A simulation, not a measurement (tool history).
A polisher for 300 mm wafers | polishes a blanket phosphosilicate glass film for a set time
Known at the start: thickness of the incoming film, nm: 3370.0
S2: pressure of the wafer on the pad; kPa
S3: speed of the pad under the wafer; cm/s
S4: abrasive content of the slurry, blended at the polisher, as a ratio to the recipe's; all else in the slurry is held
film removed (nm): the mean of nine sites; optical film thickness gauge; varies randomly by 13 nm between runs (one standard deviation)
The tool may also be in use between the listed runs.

run 1 hour=0.0 | flow_of_slurry_(ml/min)=250 S2=22.8 S3=112 S4=1.0 polishing_time_(s)=63 | film_removed_(nm)=637.54
run 2 hour=0.6 | flow_of_slurry_(ml/min)=250 S2=24.8 S3=114 S4=1.0 polishing_time_(s)=63 | film_removed_(nm)=700.89
run 3 hour=1.4 | flow_of_slurry_(ml/min)=250 S2=26.9 S3=114 S4=1.0 polishing_time_(s)=63 | film_removed_(nm)=754.40
run 4 hour=2.8 | flow_of_slurry_(ml/min)=295 S2=26.9 S3=114 S4=1.0 polishing_time_(s)=63 | film_removed_(nm)=774.63
run 5 hour=6.5 | flow_of_slurry_(ml/min)=295 S2=28.3 S3=114 S4=1.0 polishing_time_(s)=63 | film_removed_(nm)=812.64
run 6 hour=11.9 | flow_of_slurry_(ml/min)=295 S2=28.3 S3=114 S4=1.0 polishing_time_(s)=63 | film_removed_(nm)=816.01
run 7 hour=14.8 | flow_of_slurry_(ml/min)=295 S2=29.0 S3=114 S4=1.0 polishing_time_(s)=63 | film_removed_(nm)=825.30

Run 8, settings as shown, results not yet in. Your forecast:
run 8 hour=19.9 | flow_of_slurry_(ml/min)=295 S2=29.6 S3=114 S4=1.0 polishing_time_(s)=63 | film_removed_(nm)=?

{"run 8": {"film removed (nm)": 845.31}}
